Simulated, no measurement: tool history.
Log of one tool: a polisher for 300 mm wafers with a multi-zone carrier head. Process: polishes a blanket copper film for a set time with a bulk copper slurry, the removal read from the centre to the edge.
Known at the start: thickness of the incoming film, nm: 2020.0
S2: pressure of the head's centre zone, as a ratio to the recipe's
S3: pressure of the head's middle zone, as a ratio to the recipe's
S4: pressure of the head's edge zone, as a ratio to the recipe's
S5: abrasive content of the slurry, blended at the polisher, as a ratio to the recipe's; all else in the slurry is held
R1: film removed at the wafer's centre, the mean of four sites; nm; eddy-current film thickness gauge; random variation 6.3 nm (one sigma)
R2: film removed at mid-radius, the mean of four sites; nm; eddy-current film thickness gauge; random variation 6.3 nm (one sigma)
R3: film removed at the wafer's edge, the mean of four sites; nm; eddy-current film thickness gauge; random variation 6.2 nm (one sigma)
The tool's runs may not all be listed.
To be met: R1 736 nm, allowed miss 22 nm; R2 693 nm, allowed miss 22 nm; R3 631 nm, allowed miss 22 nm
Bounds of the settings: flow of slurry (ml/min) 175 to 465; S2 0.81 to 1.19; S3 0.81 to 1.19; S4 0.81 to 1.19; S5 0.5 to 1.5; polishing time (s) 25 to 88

Run 1, hour 0: flow of slurry (ml/min) 295, S2 1, S3 1, S4 1, S5 1, polishing time (s) 56. Result: R1 552.07 nm, R2 562.38 nm, R3 546.8 nm.
Run 2, hour 6.1: flow of slurry (ml/min) 295, S2 1, S3 1, S4 1, S5 0.8, polishing time (s) 56. Result: R1 524.91 nm, R2 528.98 nm, R3 516.04 nm.
Run 3, hour 9.2: flow of slurry (ml/min) 310, S2 1.05, S3 1.04, S4 1.03, S5 0.9, polishing time (s) 56. Result: R1 566.86 nm, R2 563.04 nm, R3 547.52 nm.
Run 4, hour 16.9: flow of slurry (ml/min) 325, S2 1.09, S3 1.07, S4 1.03, S5 1, polishing time (s) 56. Result: R1 609.06 nm, R2 599.86 nm, R3 550.17 nm.
Run 5, hour 22.4: flow of slurry (ml/min) 325, S2 1.09, S3 1.07, S4 1.03, S5 1, polishing time (s) 62. Result: R1 682.99 nm, R2 654.87 nm, R3 607.85 nm.
Run 6, hour 28.8: flow of slurry (ml/min) 335, S2 1.1, S3 1.08, S4 1.04, S5 1, polishing time (s) 62. Result: R1 684.04 nm, R2 667.15 nm, R3 621.78 nm.
Run 7, hour 29.6: flow of slurry (ml/min) 345, S2 1.12, S3 1.09, S4 1.04, S5 1, polishing time (s) 62. Result: R1 697.06 nm, R2 669.33 nm, R3 627.73 nm.
Run 8, hour 38: flow of slurry (ml/min) 345, S2 1.12, S3 1.09, S4 1.04, S5 1, polishing time (s) 62. Result: R1 700.82 nm, R2 674.16 nm, R3 631.75 nm.
Run 9, hour 38.6: flow of slurry (ml/min) 350, S2 1.13, S3 1.1, S4 1.03, S5 1, polishing time (s) 62. Result: R1 706.9 nm, R2 686.83 nm, R3 627.65 nm.

Which of these 5 next moves meets every target?
Run A, hour 39.2: flow of slurry (ml/min) 320, S2 1.15, S3 1.19, S4 0.87, S5 1.25, polishing time (s) 61. Result: R1 ?, R2 ?, R3 ?.
Run B, hour 39.2: flow of slurry (ml/min) 185, S2 1.05, S3 1.16, S4 0.98, S5 1.15, polishing time (s) 64. Result: R1 ?, R2 ?, R3 ?.
Run C, hour 39.2: flow of slurry (ml/min) 455, S2 1.15, S3 1.18, S4 1.02, S5 1.05, polishing time (s) 61. Result: R1 ?, R2 ?, R3 ?.
Run D, hour 39.2: flow of slurry (ml/min) 295, S2 1.05, S3 1.11, S4 1.07, S5 0.95, polishing time (s) 65. Result: R1 ?, R2 ?, R3 ?.
Run E, hour 39.2: flow of slurry (ml/min) 300, S2 1.15, S3 1.1, S4 1, S5 0.95, polishing time (s) 65. Result: R1 ?, R2 ?, R3 ?.

move      R1      R2      R3
   A  748.45  750.97  596.19
   B  652.89  707.08  613.19
   C  739.13  734.19  624.44
   D   675.2  699.72  646.34
   E  740.59  695.17  628.02
A: brings the result that was furthest off to its target, and leaves another outside
B: further off than the last run
C: brings the result that was furthest off to its target, and leaves another outside
D: further off than the last run
E: meets every target
Move E is the one to make.
